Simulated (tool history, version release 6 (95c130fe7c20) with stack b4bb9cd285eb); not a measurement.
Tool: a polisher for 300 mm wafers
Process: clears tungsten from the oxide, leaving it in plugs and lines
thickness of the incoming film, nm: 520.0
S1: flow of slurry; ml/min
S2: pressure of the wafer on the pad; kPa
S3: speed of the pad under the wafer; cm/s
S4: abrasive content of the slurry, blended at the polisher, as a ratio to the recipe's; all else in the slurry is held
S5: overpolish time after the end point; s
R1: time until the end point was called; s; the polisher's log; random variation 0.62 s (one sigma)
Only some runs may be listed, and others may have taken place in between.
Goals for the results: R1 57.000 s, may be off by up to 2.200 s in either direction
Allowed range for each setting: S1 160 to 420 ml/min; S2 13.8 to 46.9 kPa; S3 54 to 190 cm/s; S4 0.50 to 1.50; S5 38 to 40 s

| run | day | S1 | S2 | S3 | S4 | S5 | R1 |
|---|---|---|---|---|---|---|---|
| 1 | 0.000 | 270 | 30.3 | 122 | 1.00 | 38 | 88.268 |
| 2 | 0.221 | 300 | 30.3 | 122 | 1.00 | 38 | 88.523 |
| 3 | 0.425 | 300 | 37.2 | 122 | 1.00 | 38 | 70.772 |
| 4 | 0.654 | 300 | 37.9 | 122 | 1.00 | 38 | 72.186 |
| 5 | 0.688 | 300 | 41.4 | 122 | 1.00 | 38 | 65.205 |
| 6 | 0.971 | 300 | 41.4 | 122 | 1.00 | 40 | 64.922 |
| 7 | 1.212 | 300 | 42.1 | 122 | 1.00 | 40 | 64.755 |
| 8 | 1.288 | 300 | 42.7 | 122 | 1.00 | 40 | 62.924 |
| 9 | 1.383 | 300 | 43.4 | 122 | 1.00 | 40 | 61.179 |
| 10 | 1.571 | 300 | 44.8 | 122 | 1.00 | 40 | 60.470 |

Of the 5 settings listed for the next run, only one would bring every result within its allowed miss of target. Which one?
| A | 1.758 | 305 | 43.4 | 130 | 0.80 | 39 | ? |
| B | 1.758 | 315 | 46.9 | 132 | 1.00 | 38 | ? |
| C | 1.758 | 315 | 46.9 | 110 | 1.00 | 38 | ? |
| D | 1.758 | 275 | 39.3 | 132 | 1.05 | 40 | ? |
| E | 1.758 | 275 | 46.9 | 126 | 0.95 | 38 | ? |

| move | R1 |
|---|---|
| A | 63.089 |
| B | 53.788 |
| C | 62.424 |
| D | 63.812 |
| E | 57.518 |
A: further off than the last run
B: takes the result that was furthest off past its target
C: further off than the last run
D: further off than the last run
E: every result lands within tolerance
E meets every target.

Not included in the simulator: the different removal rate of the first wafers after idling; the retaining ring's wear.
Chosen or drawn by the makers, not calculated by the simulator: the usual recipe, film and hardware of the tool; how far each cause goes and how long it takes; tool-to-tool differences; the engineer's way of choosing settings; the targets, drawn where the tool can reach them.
